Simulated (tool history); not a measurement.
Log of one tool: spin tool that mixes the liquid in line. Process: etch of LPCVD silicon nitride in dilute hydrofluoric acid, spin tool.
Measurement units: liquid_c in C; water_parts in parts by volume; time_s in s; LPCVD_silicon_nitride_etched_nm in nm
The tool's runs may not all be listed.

run,hour,liquid_c,water_parts,time_s,LPCVD_silicon_nitride_etched_nm
1,0,25,45,55,0.73149
2,0.8,24.5,45,55,0.72271
3,1.7,24,45,55,0.69238
4,5.5,23.5,45,55,0.66211
5,7.4,23,45,55,0.63621
6,11.1,23,45,35,0.41213
7,18.1,24,45,35,0.43053

What does the tool deliver on the next run?
8,23.4,24.5,45,35,?

LPCVD_silicon_nitride_etched_nm: 0.4502 nm
